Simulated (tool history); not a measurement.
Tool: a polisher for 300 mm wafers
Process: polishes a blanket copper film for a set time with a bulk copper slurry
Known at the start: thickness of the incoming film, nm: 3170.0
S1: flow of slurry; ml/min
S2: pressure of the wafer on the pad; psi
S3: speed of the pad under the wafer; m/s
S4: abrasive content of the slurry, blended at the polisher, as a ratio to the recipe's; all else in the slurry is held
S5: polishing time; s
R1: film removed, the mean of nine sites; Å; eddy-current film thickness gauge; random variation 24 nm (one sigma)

run  hour   S1   S2    S3    S4  S5      R1
  1     0  165  2.5   1.3     1  94   10360
  2   0.7  165  2.5  1.42     1  94   10977
  3   6.9  165  2.2  1.42     1  94  9938.9
  4   9.9  185  2.2  1.42     1  94  9831.6
  5  12.1  185  2.2  1.42  0.85  94  9500.5
  6  19.9  185  2.2  1.42  0.65  94    9012
  7  24.8  185  2.5  1.44  0.65  94   10524
  8  28.9  185  2.7  1.44  0.65  94   11158
  9  32.4  185  2.7  1.44  0.65  94   11229
 10  34.1  185  2.9  1.46  0.65  94   12090
 11  38.1  185  3.1  1.48  0.65  94   12866
 12  43.6  185  3.3   1.5  0.65  94   13912
 13  45.2  185  3.4   1.5  0.65  94   14298

Run 14 comes next. What will it give?
 14  53.7  185  3.5  1.5  0.65  94   ?

R1: 14935 Å
